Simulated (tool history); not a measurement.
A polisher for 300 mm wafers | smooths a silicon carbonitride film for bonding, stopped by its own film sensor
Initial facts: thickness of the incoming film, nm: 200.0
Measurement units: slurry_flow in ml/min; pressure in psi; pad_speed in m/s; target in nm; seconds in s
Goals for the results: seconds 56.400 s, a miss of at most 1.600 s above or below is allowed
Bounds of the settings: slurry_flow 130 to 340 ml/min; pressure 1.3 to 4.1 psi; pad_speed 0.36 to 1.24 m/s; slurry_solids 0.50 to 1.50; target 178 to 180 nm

{"run": 1, "day": 0.0, "slurry_flow": 220, "pressure": 2.7, "pad_speed": 0.8, "slurry_solids": 1.0, "target": 178, "seconds": 90.463}
{"run": 2, "day": 0.271, "slurry_flow": 220, "pressure": 2.9, "pad_speed": 0.8, "slurry_solids": 1.0, "target": 178, "seconds": 83.474}
{"run": 3, "day": 0.342, "slurry_flow": 185, "pressure": 2.9, "pad_speed": 0.8, "slurry_solids": 1.0, "target": 178, "seconds": 85.137}
{"run": 4, "day": 0.642, "slurry_flow": 185, "pressure": 3.1, "pad_speed": 0.8, "slurry_solids": 1.0, "target": 178, "seconds": 79.14}
{"run": 5, "day": 0.792, "slurry_flow": 185, "pressure": 3.4, "pad_speed": 0.8, "slurry_solids": 1.0, "target": 178, "seconds": 72.697}
{"run": 6, "day": 1.038, "slurry_flow": 185, "pressure": 3.5, "pad_speed": 0.8, "slurry_solids": 1.0, "target": 178, "seconds": 69.756}
{"run": 7, "day": 1.125, "slurry_flow": 185, "pressure": 3.6, "pad_speed": 0.8, "slurry_solids": 1.0, "target": 178, "seconds": 69.352}
{"run": 8, "day": 1.433, "slurry_flow": 185, "pressure": 3.7, "pad_speed": 0.8, "slurry_solids": 1.0, "target": 178, "seconds": 66.287}
{"run": 9, "day": 1.508, "slurry_flow": 185, "pressure": 3.8, "pad_speed": 0.8, "slurry_solids": 1.0, "target": 178, "seconds": 65.92}

Which of these 4 next moves meets every target?
{"run": "A", "day": 1.583, "slurry_flow": 195, "pressure": 4.0, "pad_speed": 0.84, "slurry_solids": 1.0, "target": 179, "seconds": "?"}
{"run": "B", "day": 1.583, "slurry_flow": 240, "pressure": 3.6, "pad_speed": 0.88, "slurry_solids": 1.1, "target": 178, "seconds": "?"}
{"run": "C", "day": 1.583, "slurry_flow": 235, "pressure": 3.2, "pad_speed": 0.84, "slurry_solids": 1.05, "target": 178, "seconds": "?"}
{"run": "D", "day": 1.583, "slurry_flow": 195, "pressure": 3.6, "pad_speed": 0.88, "slurry_solids": 1.05, "target": 179, "seconds": "?"}

move=A seconds=56.575
move=B seconds=59.313
move=C seconds=70.750
move=D seconds=58.979
A: in spec on every target
B: nearer the targets than the last run, but a result is still out of spec
C: further off than the last run
D: nearer the targets than the last run, but a result is still out of spec
Answer: A
